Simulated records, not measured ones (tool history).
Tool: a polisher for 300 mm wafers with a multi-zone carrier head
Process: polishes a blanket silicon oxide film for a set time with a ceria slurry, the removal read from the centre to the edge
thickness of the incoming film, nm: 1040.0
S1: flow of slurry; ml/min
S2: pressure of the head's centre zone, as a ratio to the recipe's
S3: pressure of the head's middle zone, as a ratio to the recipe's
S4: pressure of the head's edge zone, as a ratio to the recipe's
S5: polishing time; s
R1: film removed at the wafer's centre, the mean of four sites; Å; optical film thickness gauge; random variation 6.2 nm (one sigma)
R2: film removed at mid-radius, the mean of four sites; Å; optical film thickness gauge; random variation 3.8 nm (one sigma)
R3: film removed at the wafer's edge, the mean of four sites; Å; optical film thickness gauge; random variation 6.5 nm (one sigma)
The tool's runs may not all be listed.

run  hour   S1    S2    S3    S4  S5      R1      R2      R3
  1   0.0  125  1.00  1.00  1.00  81  3626.9  3766.6  3603.0
  2   8.7  130  1.01  0.99  1.02  83  3806.2  3851.4  3742.5
  3  16.9  135  1.02  0.98  1.04  85  3934.8  3938.8  3924.9
  4  25.3  135  0.97  0.98  1.04  85  3865.9  4018.4  3915.1
  5  32.7  135  0.97  0.98  1.04  65  2974.9  3028.1  2905.0
  6  36.3  135  0.97  0.98  1.04  85  3733.4  3998.3  3948.8
  7  37.1  135  0.97  0.98  1.04  85  3837.8  3985.9  3902.5
  8  37.8  140  0.99  0.97  1.05  86  3970.3  4048.0  3934.0
  9  43.8  135  1.01  0.96  1.06  88  4109.1  4070.7  4099.9

The next listed run, before its measurement:
     52.0  -- worn pad replaced by a new one
 10  52.0  135  1.02  0.95  1.07  89   ?   ?   ?

{"run 10": {"R1": 4540.4, "R2": 4379.4, "R3": 4469.4}}
